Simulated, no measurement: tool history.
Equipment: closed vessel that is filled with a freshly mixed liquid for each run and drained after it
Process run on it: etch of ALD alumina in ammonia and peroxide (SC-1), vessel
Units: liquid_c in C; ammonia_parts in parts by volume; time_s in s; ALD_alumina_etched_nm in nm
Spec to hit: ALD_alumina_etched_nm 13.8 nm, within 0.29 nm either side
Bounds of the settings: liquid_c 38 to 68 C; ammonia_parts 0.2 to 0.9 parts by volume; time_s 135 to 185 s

run	hour	liquid_c	ammonia_parts	time_s	ALD_alumina_etched_nm
1	0	52	0.5	185	10.679
2	8	52	0.5	185	10.744
3	15.4	53.5	0.5	185	11.693
4	24.4	54.5	0.5	185	12.242
5	27.8	55.5	0.5	185	12.988
6	34.1	55.5	0.5	135	9.4669
7	36.7	59.5	0.5	135	11.585
8	42.2	59.5	0.5	135	11.614
9	44	59.5	0.5	135	11.612
10	46.3	61	0.5	135	12.644
11	47.3	62	0.5	135	13.212

Which one of the following 5 next-run settings gets every result inside its allowed miss? There is exactly one.
A	48.3	62	0.5	140	?
B	48.3	58.5	0.5	175	?
C	48.3	58.5	0.45	155	?
D	48.3	59	0.55	175	?
E	48.3	59	0.5	175	?

move	ALD_alumina_etched_nm
A	13.739
B	14.354
C	12.588
D	14.864
E	14.731
A: in spec on every target
B: pushes the last run's worst result past its target
C: its largest miss is bigger than the last run's
D: pushes the last run's worst result past its target
E: pushes the last run's worst result past its target
The right move is A.

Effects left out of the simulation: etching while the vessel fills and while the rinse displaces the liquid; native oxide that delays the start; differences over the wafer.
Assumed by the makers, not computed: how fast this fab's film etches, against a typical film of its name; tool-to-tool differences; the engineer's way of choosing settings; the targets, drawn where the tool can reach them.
